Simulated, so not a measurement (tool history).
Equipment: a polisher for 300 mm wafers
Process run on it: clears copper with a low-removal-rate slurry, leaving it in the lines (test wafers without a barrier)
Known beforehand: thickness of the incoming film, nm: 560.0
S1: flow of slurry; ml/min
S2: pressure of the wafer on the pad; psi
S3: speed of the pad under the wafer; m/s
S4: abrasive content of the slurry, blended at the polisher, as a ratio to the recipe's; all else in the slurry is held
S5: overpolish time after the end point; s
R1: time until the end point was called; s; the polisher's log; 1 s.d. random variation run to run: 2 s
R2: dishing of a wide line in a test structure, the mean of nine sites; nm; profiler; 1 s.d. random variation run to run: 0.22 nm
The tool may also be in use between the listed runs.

run    day   S1   S2    S3    S4  S5      R1      R2
  1  0.000  205  4.2  0.96  1.00  27  179.72  43.420
  2  0.188  205  4.2  0.96  0.80  27  184.60  42.403
  3  0.492  210  3.8  1.04  0.75  23  188.67  38.363
  4  0.708  220  3.4  1.14  0.70  20  194.34  35.033
  5  0.829  240  3.1  1.22  0.65  17  198.38  30.128
  6  0.892  240  3.1  1.34  0.65  17  180.83  32.020

For run 7, what comes out?
  7  1.242  255  3.0  1.38  0.60  15   ?   ?

{"run 7": {"R1": 183.41, "R2": 29.138}}
